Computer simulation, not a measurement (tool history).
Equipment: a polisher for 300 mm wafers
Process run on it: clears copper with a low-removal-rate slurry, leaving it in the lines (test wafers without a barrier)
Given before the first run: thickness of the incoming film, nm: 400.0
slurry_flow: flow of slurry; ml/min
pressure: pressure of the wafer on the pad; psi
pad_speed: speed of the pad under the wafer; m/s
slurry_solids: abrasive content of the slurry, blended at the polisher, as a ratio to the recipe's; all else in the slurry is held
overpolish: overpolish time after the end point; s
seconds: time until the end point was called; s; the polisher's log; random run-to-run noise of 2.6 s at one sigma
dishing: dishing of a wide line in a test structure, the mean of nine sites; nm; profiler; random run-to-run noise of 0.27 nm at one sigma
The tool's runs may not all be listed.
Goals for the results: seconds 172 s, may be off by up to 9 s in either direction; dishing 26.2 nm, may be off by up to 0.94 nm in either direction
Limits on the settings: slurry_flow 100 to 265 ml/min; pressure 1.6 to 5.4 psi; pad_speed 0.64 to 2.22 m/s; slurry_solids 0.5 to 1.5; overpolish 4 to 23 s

Run 1, hour 0: slurry_flow 170 ml/min, pressure 3.5 psi, pad_speed 1.42 m/s, slurry_solids 1, overpolish 12 s. Result: seconds 65.763 s, dishing 44.481 nm.
Run 2, hour 7.2: slurry_flow 165 ml/min, pressure 3.3 psi, pad_speed 1.36 m/s, slurry_solids 1, overpolish 12 s. Result: seconds 73.535 s, dishing 40.547 nm.
Run 3, hour 8.6: slurry_flow 165 ml/min, pressure 2.7 psi, pad_speed 1.36 m/s, slurry_solids 1, overpolish 12 s. Result: seconds 87.589 s, dishing 34.327 nm.
Run 4, hour 9.8: slurry_flow 160 ml/min, pressure 2.6 psi, pad_speed 1.3 m/s, slurry_solids 1, overpolish 13 s. Result: seconds 98.604 s, dishing 34.078 nm.
Run 5, hour 18.1: slurry_flow 155 ml/min, pressure 2.5 psi, pad_speed 1.28 m/s, slurry_solids 1, overpolish 13 s. Result: seconds 103.09 s, dishing 32.817 nm.
Run 6, hour 22: slurry_flow 150 ml/min, pressure 2.4 psi, pad_speed 1.26 m/s, slurry_solids 1, overpolish 13 s. Result: seconds 110.15 s, dishing 30.815 nm.
Run 7, hour 30.4: slurry_flow 145 ml/min, pressure 2.3 psi, pad_speed 1.24 m/s, slurry_solids 1, overpolish 13 s. Result: seconds 115.07 s, dishing 29.222 nm.
Run 8, hour 36.8: slurry_flow 140 ml/min, pressure 2.2 psi, pad_speed 1.22 m/s, slurry_solids 1, overpolish 13 s. Result: seconds 124.04 s, dishing 27.527 nm.
Run 9, hour 39.6: slurry_flow 135 ml/min, pressure 2.1 psi, pad_speed 1.22 m/s, slurry_solids 1, overpolish 13 s. Result: seconds 129.99 s, dishing 26.053 nm.
Run 10, hour 41: slurry_flow 130 ml/min, pressure 2 psi, pad_speed 1.22 m/s, slurry_solids 1, overpolish 13 s. Result: seconds 136.47 s, dishing 25.25 nm.
Run 11, hour 47.4: slurry_flow 125 ml/min, pressure 2 psi, pad_speed 1.22 m/s, slurry_solids 1, overpolish 13 s. Result: seconds 136.1 s, dishing 24.951 nm.
Run 12, hour 52.5: slurry_flow 115 ml/min, pressure 1.8 psi, pad_speed 1.18 m/s, slurry_solids 1, overpolish 15 s. Result: seconds 163.26 s, dishing 24.804 nm.

5 next moves are on the table. One of them brings every result within its allowed miss. Which?
Run A, hour 57.6: slurry_flow 130 ml/min, pressure 2 psi, pad_speed 0.98 m/s, slurry_solids 1.1, overpolish 14 s. Result: seconds ?, dishing ?.
Run B, hour 57.6: slurry_flow 120 ml/min, pressure 1.9 psi, pad_speed 1.2 m/s, slurry_solids 1.15, overpolish 15 s. Result: seconds ?, dishing ?.
Run C, hour 57.6: slurry_flow 105 ml/min, pressure 2.8 psi, pad_speed 0.8 m/s, slurry_solids 0.75, overpolish 18 s. Result: seconds ?, dishing ?.
Run D, hour 57.6: slurry_flow 100 ml/min, pressure 1.6 psi, pad_speed 1.22 m/s, slurry_solids 1.1, overpolish 15 s. Result: seconds ?, dishing ?.
Run E, hour 57.6: slurry_flow 185 ml/min, pressure 1.8 psi, pad_speed 0.98 m/s, slurry_solids 1.05, overpolish 17 s. Result: seconds ?, dishing ?.

move  seconds  dishing
   A   164.39   22.946
   B   143.37   27.441
   C   166.24   28.702
   D    176.3   22.737
   E   171.77   26.087
A: moves away from the targets compared with the last run
B: the result that was furthest off in the last run now lies on the other side of its target
C: the result that was furthest off in the last run now lies on the other side of its target
D: moves away from the targets compared with the last run
E: in spec on every target
So the answer is move E, the one that meets all the targets.

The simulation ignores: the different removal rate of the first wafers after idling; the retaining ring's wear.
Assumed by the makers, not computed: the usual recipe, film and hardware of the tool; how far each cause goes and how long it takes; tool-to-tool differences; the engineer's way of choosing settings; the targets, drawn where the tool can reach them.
